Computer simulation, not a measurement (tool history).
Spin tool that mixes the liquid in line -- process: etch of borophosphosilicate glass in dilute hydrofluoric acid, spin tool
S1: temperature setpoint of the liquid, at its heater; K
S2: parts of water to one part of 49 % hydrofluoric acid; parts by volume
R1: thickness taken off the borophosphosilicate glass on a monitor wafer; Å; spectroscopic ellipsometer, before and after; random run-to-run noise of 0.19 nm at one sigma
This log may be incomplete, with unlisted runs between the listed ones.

run 1 hour=0 | S1=295.15 S2=90 time_under_the_liquid_(s)=60 | R1=305.66
run 2 hour=3.6 | S1=295.65 S2=90 time_under_the_liquid_(s)=60 | R1=309.77
run 3 hour=8.8 | S1=296.15 S2=90 time_under_the_liquid_(s)=60 | R1=317.8
run 4 hour=9.4 | S1=296.15 S2=80 time_under_the_liquid_(s)=60 | R1=361.86
run 5 hour=10 | S1=296.15 S2=105 time_under_the_liquid_(s)=60 | R1=269.56
run 6 hour=14.1 | S1=296.15 S2=105 time_under_the_liquid_(s)=45 | R1=199.98
run 7 hour=18.7 | S1=297.15 S2=100 time_under_the_liquid_(s)=45 | R1=219.49
run 8 hour=21.9 | S1=297.15 S2=100 time_under_the_liquid_(s)=45 | R1=220.07

Run 9 is up next; what results do you expect?
run 9 hour=22.6 | S1=297.15 S2=95 time_under_the_liquid_(s)=45 | R1=?

R1: 233.92 Å
